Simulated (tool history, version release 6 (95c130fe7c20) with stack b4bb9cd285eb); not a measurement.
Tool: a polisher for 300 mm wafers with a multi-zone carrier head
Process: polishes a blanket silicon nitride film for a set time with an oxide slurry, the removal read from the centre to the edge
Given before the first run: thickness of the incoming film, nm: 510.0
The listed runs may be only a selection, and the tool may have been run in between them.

run,hour,flow of slurry (ml/min),pressure of the head's centre zone,pressure of the head's middle zone,pressure of the head's edge zone,abrasive content of the slurry,polishing time (s),film removed at the wafer's centre (nm),film removed at mid-radius (nm),film removed at the wafer's edge (nm)
1,0,190,1,1,1,1,43,38.9,42.5,41.404
2,6.9,190,1.01,0.99,1.02,1.05,44,41.201,44.664,45.141
3,10.8,190,1.01,0.99,1.02,1.15,44,43.568,46.121,46.707
4,14,190,1.02,0.99,1.04,1.2,45,46.144,48.702,49.241
# hour 19.4: centre zone pressure recalibrated
5,19.4,160,1.02,0.99,1.04,1.2,45,48.816,46.839,48.848
6,20.7,160,1.02,0.93,1.04,1.2,45,48.557,43.839,48.809
7,29.5,165,1.02,0.93,1.05,1.25,46,49.87,46.386,51.733
8,32.6,170,1.03,0.93,1.06,1.3,47,52.439,48.329,52.54
9,36,165,1.02,0.93,1.07,1.3,48,54.611,49.468,53.166

Estimate the outcome of run 10 from the log above:
10,37.4,175,1.02,0.92,1.04,1.3,49,?,?,?

film removed at the wafer's centre (nm): 55.579
film removed at mid-radius (nm): 49.935
film removed at the wafer's edge (nm): 54.146
